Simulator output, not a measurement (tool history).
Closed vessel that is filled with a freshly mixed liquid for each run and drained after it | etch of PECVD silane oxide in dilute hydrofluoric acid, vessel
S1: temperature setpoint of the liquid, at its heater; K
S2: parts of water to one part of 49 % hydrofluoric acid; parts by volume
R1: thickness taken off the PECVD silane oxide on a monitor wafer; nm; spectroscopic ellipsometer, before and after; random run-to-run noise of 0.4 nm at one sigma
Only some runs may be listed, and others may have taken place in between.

Run 1, hour 0.0: S1 296.15 K, S2 170 parts by volume, time in the liquid (s) 140. Result: R1 20.380 nm.
Run 2, hour 3.8: S1 296.15 K, S2 170 parts by volume, time in the liquid (s) 150. Result: R1 21.897 nm.
Run 3, hour 10.1: S1 298.15 K, S2 140 parts by volume, time in the liquid (s) 150. Result: R1 29.797 nm.
Run 4, hour 15.9: S1 299.65 K, S2 120 parts by volume, time in the liquid (s) 150. Result: R1 37.433 nm.
Run 5, hour 17.0: S1 300.65 K, S2 110 parts by volume, time in the liquid (s) 150. Result: R1 43.521 nm.
Run 6, hour 20.3: S1 300.65 K, S2 145 parts by volume, time in the liquid (s) 150. Result: R1 31.284 nm.

What does the tool deliver on the next run?
Run 7, hour 21.9: S1 301.65 K, S2 125 parts by volume, time in the liquid (s) 150. Result: R1 ?.

R1: 38.779 nm
